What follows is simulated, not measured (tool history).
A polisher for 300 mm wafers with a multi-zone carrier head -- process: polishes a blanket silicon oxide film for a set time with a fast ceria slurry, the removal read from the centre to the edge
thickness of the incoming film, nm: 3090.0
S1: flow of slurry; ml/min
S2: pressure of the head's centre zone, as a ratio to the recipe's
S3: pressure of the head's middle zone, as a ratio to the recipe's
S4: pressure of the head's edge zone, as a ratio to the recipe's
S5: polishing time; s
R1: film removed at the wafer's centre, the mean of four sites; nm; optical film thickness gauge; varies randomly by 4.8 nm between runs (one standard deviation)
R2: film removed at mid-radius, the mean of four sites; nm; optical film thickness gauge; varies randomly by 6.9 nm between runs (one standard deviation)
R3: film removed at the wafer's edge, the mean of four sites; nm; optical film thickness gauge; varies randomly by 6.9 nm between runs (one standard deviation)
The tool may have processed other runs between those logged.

{"run": 1, "hour": 0.0, "S1": 165, "S2": 1, "S3": 1, "S4": 1, "S5": 51, "R1": 1136.1, "R2": 1102.6, "R3": 1071.5}
{"run": 2, "hour": 7.9, "S1": 155, "S2": 0.97, "S3": 1, "S4": 0.98, "S5": 47, "R1": 998.16, "R2": 1016.8, "R3": 991.61}
{"run": 3, "hour": 14.3, "S1": 155, "S2": 0.97, "S3": 1, "S4": 1.07, "S5": 47, "R1": 987.46, "R2": 1018.6, "R3": 1023.1}
{"run": 4, "hour": 17.7, "S1": 155, "S2": 0.97, "S3": 1, "S4": 0.98, "S5": 47, "R1": 992.61, "R2": 1007.5, "R3": 989.55}
{"run": 5, "hour": 20.6, "S1": 155, "S2": 0.97, "S3": 1, "S4": 0.9, "S5": 47, "R1": 1015.2, "R2": 1010.1, "R3": 942.8}
{"run": 6, "hour": 24.0, "S1": 155, "S2": 0.92, "S3": 1, "S4": 0.9, "S5": 47, "R1": 949.11, "R2": 1010.8, "R3": 942.95}
{"run": 7, "hour": 30.8, "S1": 145, "S2": 0.9, "S3": 1, "S4": 0.9, "S5": 44, "R1": 836.7, "R2": 940.36, "R3": 890.09}
{"run": 8, "hour": 36.4, "S1": 140, "S2": 0.89, "S3": 1, "S4": 0.89, "S5": 41, "R1": 767.84, "R2": 872.36, "R3": 818.48}
{"run": 9, "hour": 38.0, "S1": 135, "S2": 0.88, "S3": 1, "S4": 0.89, "S5": 39, "R1": 715.98, "R2": 815.31, "R3": 770.45}
{"run": 10, "hour": 44.9, "S1": 130, "S2": 0.87, "S3": 1.01, "S4": 0.89, "S5": 37, "R1": 675.34, "R2": 787.36, "R3": 732.62}
{"run": 11, "hour": 51.4, "S1": 125, "S2": 0.86, "S3": 1.02, "S4": 0.9, "S5": 35, "R1": 611.45, "R2": 735.7, "R3": 695.16}
{"run": 12, "hour": 55.7, "S1": 120, "S2": 0.85, "S3": 1.03, "S4": 0.9, "S5": 34, "R1": 575.85, "R2": 709.73, "R3": 661.99}
{"run": 13, "hour": 62.1, "S1": 115, "S2": 0.85, "S3": 1.04, "S4": 0.91, "S5": 33, "R1": 570.75, "R2": 689.88, "R3": 642.7}
{"run": 14, "hour": 67.8, "S1": 115, "S2": 0.84, "S3": 1.05, "S4": 0.93, "S5": 32, "R1": 535.78, "R2": 678.73, "R3": 626.43}
{"run": 15, "hour": 72.7, "S1": 115, "S2": 0.84, "S3": 1.05, "S4": 0.93, "S5": 31, "R1": 530.24, "R2": 664.1, "R3": 612.95}
{"run": 16, "hour": 81.1, "S1": 115, "S2": 0.84, "S3": 1.05, "S4": 0.94, "S5": 30, "R1": 516.23, "R2": 636.93, "R3": 583.73}
{"run": 17, "hour": 84.8, "S1": 115, "S2": 0.84, "S3": 1.06, "S4": 0.96, "S5": 30, "R1": 512.92, "R2": 649.48, "R3": 591.67}
{"run": 18, "hour": 85.4, "S1": 115, "S2": 0.84, "S3": 1.06, "S4": 0.97, "S5": 30, "R1": 512.51, "R2": 639.43, "R3": 597.33}

The next listed run, before its measurement:
{"run": 19, "hour": 93.4, "S1": 115, "S2": 0.84, "S3": 1.07, "S4": 0.98, "S5": 30, "R1": "?", "R2": "?", "R3": "?"}

R1: 515.37 nm
R2: 643.99 nm
R3: 610.73 nm
